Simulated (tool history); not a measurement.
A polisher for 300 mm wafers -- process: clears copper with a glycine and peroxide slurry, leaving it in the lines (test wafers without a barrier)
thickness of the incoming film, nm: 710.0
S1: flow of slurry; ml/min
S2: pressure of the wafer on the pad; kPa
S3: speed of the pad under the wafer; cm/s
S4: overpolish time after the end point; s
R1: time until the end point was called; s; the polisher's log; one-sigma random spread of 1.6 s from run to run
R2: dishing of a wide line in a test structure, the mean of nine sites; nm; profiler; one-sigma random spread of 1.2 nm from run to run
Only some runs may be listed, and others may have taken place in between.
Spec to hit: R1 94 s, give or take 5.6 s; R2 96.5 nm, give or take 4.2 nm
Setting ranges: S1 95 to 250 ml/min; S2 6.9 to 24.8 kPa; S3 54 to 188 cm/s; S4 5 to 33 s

Run 1, hour 0: S1 160 ml/min, S2 15.9 kPa, S3 120 cm/s, S4 17 s. Result: R1 143.83 s, R2 56.107 nm.
Run 2, hour 2: S1 145 ml/min, S2 15.9 kPa, S3 120 cm/s, S4 17 s. Result: R1 153.26 s, R2 55.429 nm.
Run 3, hour 8.8: S1 125 ml/min, S2 15.9 kPa, S3 120 cm/s, S4 17 s. Result: R1 150.71 s, R2 53.763 nm.
Run 4, hour 15.2: S1 130 ml/min, S2 17.9 kPa, S3 120 cm/s, S4 18 s. Result: R1 137.58 s, R2 61.829 nm.
Run 5, hour 18.7: S1 165 ml/min, S2 17.9 kPa, S3 120 cm/s, S4 18 s. Result: R1 130.86 s, R2 64.448 nm.
Run 6, hour 19.8: S1 165 ml/min, S2 20 kPa, S3 120 cm/s, S4 18 s. Result: R1 121.73 s, R2 69.547 nm.
Run 7, hour 22.5: S1 165 ml/min, S2 21.4 kPa, S3 122 cm/s, S4 18 s. Result: R1 111.37 s, R2 74.882 nm.
Run 8, hour 24.1: S1 165 ml/min, S2 22.1 kPa, S3 122 cm/s, S4 19 s. Result: R1 110.88 s, R2 77.346 nm.
Run 9, hour 25.2: S1 170 ml/min, S2 22.8 kPa, S3 124 cm/s, S4 19 s. Result: R1 105.83 s, R2 80.884 nm.

Next run, 4 choices. One meets every target within its allowed miss, the rest don't. Which?
Run A, hour 26.3: S1 175 ml/min, S2 24.8 kPa, S3 106 cm/s, S4 25 s. Result: R1 ?, R2 ?.
Run B, hour 26.3: S1 165 ml/min, S2 24.1 kPa, S3 136 cm/s, S4 22 s. Result: R1 ?, R2 ?.
Run C, hour 26.3: S1 120 ml/min, S2 23.4 kPa, S3 122 cm/s, S4 27 s. Result: R1 ?, R2 ?.
Run D, hour 26.3: S1 185 ml/min, S2 21.4 kPa, S3 114 cm/s, S4 19 s. Result: R1 ?, R2 ?.

move      R1      R2
   A  110.68  95.239
   B  92.036  97.855
   C  110.71  99.287
   D  117.24   74.04
A: gets the furthest-off result to its target, but another result is out of tolerance
B: every result within its allowed miss
C: gets the furthest-off result to its target, but another result is out of tolerance
D: its largest miss is bigger than the last run's
Answer: B
